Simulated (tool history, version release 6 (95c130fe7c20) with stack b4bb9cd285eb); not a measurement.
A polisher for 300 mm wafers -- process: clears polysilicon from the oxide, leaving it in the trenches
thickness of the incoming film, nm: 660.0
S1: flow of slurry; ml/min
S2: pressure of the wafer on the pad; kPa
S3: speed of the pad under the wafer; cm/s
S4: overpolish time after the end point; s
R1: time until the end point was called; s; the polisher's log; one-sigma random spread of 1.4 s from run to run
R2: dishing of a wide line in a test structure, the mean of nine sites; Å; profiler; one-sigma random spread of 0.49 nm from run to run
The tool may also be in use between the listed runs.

run 1 hour=0.0 | S1=285 S2=15.2 S3=124 S4=15 | R1=49.002 R2=398.45
run 2 hour=2.6 | S1=285 S2=15.2 S3=102 S4=15 | R1=55.909 R2=389.63
run 3 hour=7.7 | S1=285 S2=15.2 S3=98 S4=14 | R1=60.217 R2=382.30
run 4 hour=12.7 | S1=285 S2=15.2 S3=120 S4=14 | R1=47.698 R2=396.56
run 5 hour=15.4 | S1=285 S2=15.2 S3=120 S4=9 | R1=47.962 R2=392.00
run 6 hour=17.1 | S1=290 S2=14.5 S3=116 S4=8 | R1=52.790 R2=367.80
run 7 hour=25.3 | S1=285 S2=13.8 S3=116 S4=9 | R1=54.914 R2=378.58

Run 8 has not been measured yet. What should we expect?
run 8 hour=26.7 | S1=285 S2=13.1 S3=116 S4=9 | R1=? R2=?

Logged for run 8: R1 56.300 s, R2 384.53 Å.
